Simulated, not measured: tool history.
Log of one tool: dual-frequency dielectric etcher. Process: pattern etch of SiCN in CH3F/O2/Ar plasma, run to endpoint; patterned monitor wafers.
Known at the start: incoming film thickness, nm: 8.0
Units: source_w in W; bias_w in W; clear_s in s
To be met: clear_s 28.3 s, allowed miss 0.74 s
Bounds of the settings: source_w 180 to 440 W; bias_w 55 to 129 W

run 1 hour=0 | source_w=310 bias_w=92 | clear_s=22.408
run 2 hour=7.9 | source_w=280 bias_w=92 | clear_s=23.033
run 3 hour=12.5 | source_w=270 bias_w=89 | clear_s=23.882
run 4 hour=21 | source_w=320 bias_w=89 | clear_s=21.763
run 5 hour=25.1 | source_w=370 bias_w=89 | clear_s=20.675
run 6 hour=26.8 | source_w=370 bias_w=99 | clear_s=19.677
run 7 hour=27.4 | source_w=350 bias_w=96 | clear_s=20.766
run 8 hour=30.1 | source_w=330 bias_w=93 | clear_s=21.207
run 9 hour=33.5 | source_w=320 bias_w=91 | clear_s=21.815

5 next moves are on the table. One of them brings every result within its allowed miss. Which?
run A hour=36.9 | source_w=180 bias_w=55 | clear_s=?
run B hour=36.9 | source_w=230 bias_w=100 | clear_s=?
run C hour=36.9 | source_w=440 bias_w=98 | clear_s=?
run D hour=36.9 | source_w=270 bias_w=82 | clear_s=?
run E hour=36.9 | source_w=220 bias_w=67 | clear_s=?

move=A clear_s=33.386
move=B clear_s=24.22
move=C clear_s=18.51
move=D clear_s=24.212
move=E clear_s=28.44
A: takes the result that was furthest off past its target
B: nearer than the last run, and not there yet
C: further off than the last run
D: nearer than the last run, and not there yet
E: meets every target
The right move is E.
